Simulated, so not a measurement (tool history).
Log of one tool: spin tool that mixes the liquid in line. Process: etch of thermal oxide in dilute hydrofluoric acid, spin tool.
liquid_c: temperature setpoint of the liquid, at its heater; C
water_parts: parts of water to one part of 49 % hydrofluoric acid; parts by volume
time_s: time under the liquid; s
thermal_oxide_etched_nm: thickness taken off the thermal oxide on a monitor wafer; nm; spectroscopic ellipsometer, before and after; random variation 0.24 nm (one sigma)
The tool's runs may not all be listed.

run	hour	liquid_c	water_parts	time_s	thermal_oxide_etched_nm
1	0.0	22.0	80	120	7.4870
2	2.2	22.0	95	120	6.1512
3	10.4	24.5	95	120	6.8156
4	15.4	25.5	80	120	8.6257
5	16.8	26.0	70	120	10.2180
6	18.3	26.5	60	120	12.4210
7	22.8	27.0	55	120	13.7560
8	28.2	27.5	50	120	15.3630
9	33.5	28.0	45	120	17.9270

Run 10 comes next. What will it give?
10	37.2	28.5	45	120	?

thermal_oxide_etched_nm: 18.1070 nm
